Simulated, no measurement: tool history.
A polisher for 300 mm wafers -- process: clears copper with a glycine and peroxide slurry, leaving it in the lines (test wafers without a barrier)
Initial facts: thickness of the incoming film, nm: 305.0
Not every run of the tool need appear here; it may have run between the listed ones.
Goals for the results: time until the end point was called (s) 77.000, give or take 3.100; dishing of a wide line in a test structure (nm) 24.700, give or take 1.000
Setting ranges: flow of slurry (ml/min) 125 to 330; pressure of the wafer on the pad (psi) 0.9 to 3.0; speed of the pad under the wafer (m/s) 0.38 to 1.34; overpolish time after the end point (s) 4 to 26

run	hour	flow of slurry (ml/min)	pressure of the wafer on the pad (psi)	speed of the pad under the wafer (m/s)	overpolish time after the end point (s)	time until the end point was called (s)	dishing of a wide line in a test structure (nm)
1	0.0	210	1.9	0.86	13	100.420	27.074
2	8.5	210	1.9	0.86	10	99.501	21.929
3	10.1	210	2.1	0.86	10	90.587	22.650
4	16.4	210	1.8	0.86	10	105.260	20.566
5	22.1	215	2.0	0.86	10	95.986	21.647
6	29.4	215	2.2	0.86	10	90.127	23.909
7	30.3	215	2.3	0.86	9	87.959	22.345
8	32.5	215	2.4	0.86	9	84.230	23.260
9	35.7	215	2.5	0.86	9	79.531	23.085
10	40.7	215	2.6	0.88	10	77.139	26.979

4 candidate next runs follow, results not yet known. Just one meets every target within its allowed miss. Identify it.
A	45.7	145	2.8	0.88	9	?	?
B	45.7	165	2.9	0.82	11	?	?
C	45.7	240	3.0	0.80	9	?	?
D	45.7	315	2.4	0.76	9	?	?

move	time until the end point was called (s)	dishing of a wide line in a test structure (nm)
A	76.082	24.345
B	75.643	29.396
C	71.930	25.666
D	85.921	21.771
A: in spec on every target
B: its largest miss is bigger than the last run's
C: puts the biggest miss on target and leaves a different result outside tolerance
D: takes the result that was furthest off past its target
So the answer is move A, the one that meets all the targets.
